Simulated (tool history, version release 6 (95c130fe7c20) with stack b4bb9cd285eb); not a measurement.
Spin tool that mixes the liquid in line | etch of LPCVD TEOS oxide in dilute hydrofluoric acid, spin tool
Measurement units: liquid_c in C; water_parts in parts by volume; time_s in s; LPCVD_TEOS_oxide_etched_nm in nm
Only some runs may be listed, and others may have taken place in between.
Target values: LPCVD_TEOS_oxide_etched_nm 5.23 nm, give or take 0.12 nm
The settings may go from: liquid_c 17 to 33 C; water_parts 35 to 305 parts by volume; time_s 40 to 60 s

| run | hour | liquid_c | water_parts | time_s | LPCVD_TEOS_oxide_etched_nm |
|---|---|---|---|---|---|
| 1 | 0 | 25 | 170 | 60 | 6.2867 |
| 2 | 3.3 | 25 | 145 | 60 | 7.6663 |
| 3 | 10.1 | 23.5 | 145 | 60 | 7.2469 |
| 4 | 16.1 | 22.5 | 145 | 60 | 6.9159 |
| 5 | 17.5 | 21.5 | 145 | 60 | 6.6532 |
| 6 | 20 | 21.5 | 145 | 60 | 6.6319 |
| 7 | 24.7 | 21 | 145 | 60 | 6.4728 |
| 8 | 31.5 | 20.5 | 145 | 60 | 6.3528 |
| 9 | 39.7 | 20 | 145 | 60 | 6.2546 |
| 10 | 48.2 | 19.5 | 145 | 60 | 6.1051 |
| 11 | 49.1 | 19 | 145 | 60 | 5.9625 |
| 12 | 57.9 | 18.5 | 145 | 60 | 5.9113 |
| 13 | 64.2 | 17.5 | 150 | 60 | 5.3925 |

Of the 5 settings listed for the next run, only one would bring every result within its allowed miss of target. Which one?
| A | 70.5 | 17.5 | 160 | 60 | ? |
| B | 70.5 | 23 | 125 | 40 | ? |
| C | 70.5 | 19.5 | 165 | 60 | ? |
| D | 70.5 | 19 | 170 | 60 | ? |
| E | 70.5 | 17 | 145 | 60 | ? |

| move | LPCVD_TEOS_oxide_etched_nm |
|---|---|
| A | 4.9837 |
| B | 5.4962 |
| C | 5.2103 |
| D | 4.933 |
| E | 5.4673 |
A: takes the biggest miss from the last run beyond its target
B: its largest miss is bigger than the last run's
C: all results in spec
D: takes the biggest miss from the last run beyond its target
E: its largest miss is bigger than the last run's
Answer: C

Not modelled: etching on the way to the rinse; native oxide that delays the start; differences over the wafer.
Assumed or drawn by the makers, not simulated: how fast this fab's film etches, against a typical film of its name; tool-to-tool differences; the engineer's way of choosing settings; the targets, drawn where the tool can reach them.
